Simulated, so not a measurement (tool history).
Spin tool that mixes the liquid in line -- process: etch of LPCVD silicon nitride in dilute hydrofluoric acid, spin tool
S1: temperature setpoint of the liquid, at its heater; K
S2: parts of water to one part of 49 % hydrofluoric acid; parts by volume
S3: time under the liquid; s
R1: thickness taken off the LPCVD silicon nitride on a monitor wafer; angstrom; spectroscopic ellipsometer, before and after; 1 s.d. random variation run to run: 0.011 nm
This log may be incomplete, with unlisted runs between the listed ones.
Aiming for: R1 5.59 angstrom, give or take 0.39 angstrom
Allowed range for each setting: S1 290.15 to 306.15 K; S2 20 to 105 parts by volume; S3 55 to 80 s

run 1 hour=0 | S1=298.15 S2=55 S3=80 | R1=7.781
run 2 hour=6.6 | S1=297.65 S2=55 S3=80 | R1=7.8251
run 3 hour=10.8 | S1=297.15 S2=55 S3=80 | R1=7.6193
run 4 hour=13.5 | S1=296.65 S2=55 S3=80 | R1=7.2763
run 5 hour=18.2 | S1=296.15 S2=55 S3=80 | R1=7.0535
run 6 hour=19.7 | S1=295.65 S2=55 S3=80 | R1=6.7718
run 7 hour=23.4 | S1=295.15 S2=55 S3=80 | R1=6.4907
run 8 hour=25.5 | S1=294.65 S2=55 S3=80 | R1=6.2964

Which one of the following 4 next-run settings gets every result inside its allowed miss? There is exactly one.
run A hour=27.6 | S1=298.15 S2=60 S3=60 | R1=?
run B hour=27.6 | S1=293.65 S2=65 S3=75 | R1=?
run C hour=27.6 | S1=293.15 S2=45 S3=80 | R1=?
run D hour=27.6 | S1=292.15 S2=45 S3=60 | R1=?

move=A R1=5.5598
move=B R1=4.7204
move=C R1=6.9476
move=D R1=4.8546
A: hits every target within its allowed miss
B: takes the result that was furthest off past its target
C: misses by more than the last run did
D: takes the result that was furthest off past its target
The move that meets every target is A.
